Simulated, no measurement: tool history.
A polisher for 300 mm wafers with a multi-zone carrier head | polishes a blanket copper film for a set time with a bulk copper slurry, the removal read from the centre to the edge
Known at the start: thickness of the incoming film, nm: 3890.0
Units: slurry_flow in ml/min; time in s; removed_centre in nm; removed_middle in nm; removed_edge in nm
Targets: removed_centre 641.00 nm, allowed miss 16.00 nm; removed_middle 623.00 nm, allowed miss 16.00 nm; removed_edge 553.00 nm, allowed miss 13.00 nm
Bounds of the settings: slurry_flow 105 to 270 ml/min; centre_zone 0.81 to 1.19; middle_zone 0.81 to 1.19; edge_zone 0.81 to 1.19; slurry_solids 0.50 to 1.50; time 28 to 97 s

run	hour	slurry_flow	centre_zone	middle_zone	edge_zone	slurry_solids	time	removed_centre	removed_middle	removed_edge
1	0.0	175	1.00	1.00	1.00	1.00	62	608.05	633.10	642.61
2	7.1	175	1.00	1.00	1.00	0.85	62	587.19	605.16	635.57
3	12.8	175	1.00	1.00	1.00	0.85	76	718.45	752.26	778.03
4	16.9	175	0.92	1.00	1.00	0.85	76	666.52	742.55	763.51
5	23.4	175	0.92	1.00	1.00	0.85	85	733.36	843.75	850.12
6	28.5	155	0.92	1.00	1.00	0.85	85	705.19	793.74	835.86
7	32.5	170	0.96	1.01	0.96	0.75	78	684.35	740.56	744.40
8	37.3	170	0.99	1.03	0.92	0.70	75	675.58	722.00	695.95
# hour 42.5: slurry nozzle cleaned
9	42.5	160	1.09	1.06	0.82	0.50	63	652.47	647.93	567.28
10	45.4	155	1.09	1.06	0.82	0.50	63	659.66	651.18	563.05
11	53.3	125	1.08	1.03	0.82	0.50	63	609.23	602.96	545.60
12	58.8	130	1.08	1.03	0.82	0.50	63	620.60	603.03	548.43

Which of these 4 next moves meets every target?
A	64.3	150	1.02	1.08	0.81	0.60	59	?	?	?
B	64.3	135	1.08	1.02	0.81	0.50	64	?	?	?
C	64.3	105	1.12	0.99	0.84	0.55	67	?	?	?
D	64.3	150	1.06	0.99	0.81	0.55	59	?	?	?

move	removed_centre	removed_middle	removed_edge
A	584.66	630.20	541.04
B	633.81	616.44	560.10
C	642.99	594.17	575.63
D	598.60	576.76	533.87
A: further off than the last run
B: meets every target
C: brings the result that was furthest off to its target, and leaves another outside
D: further off than the last run
Answer: B
